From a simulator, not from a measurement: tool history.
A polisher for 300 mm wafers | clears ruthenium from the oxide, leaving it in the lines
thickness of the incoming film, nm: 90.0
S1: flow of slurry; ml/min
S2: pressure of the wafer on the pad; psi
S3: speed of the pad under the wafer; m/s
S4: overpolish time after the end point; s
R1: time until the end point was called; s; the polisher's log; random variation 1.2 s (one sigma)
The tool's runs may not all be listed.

run    day   S1   S2    S3  S4      R1
  1      0  165  1.7  1.14  16  99.935
  2  0.288  190  1.7  1.14  16  101.07
  3  0.575  190  1.8  1.14  16  97.646
  4  0.625  190  1.9  1.16  16  89.929
  5  0.821  175  1.9  1.16  16  86.845
  6  1.158  175  1.9   1.4  16  75.119

Run 7 comes next. What will it give?
  7  1.5  175  1.9  1.4  16   ?

R1: 73.787 s
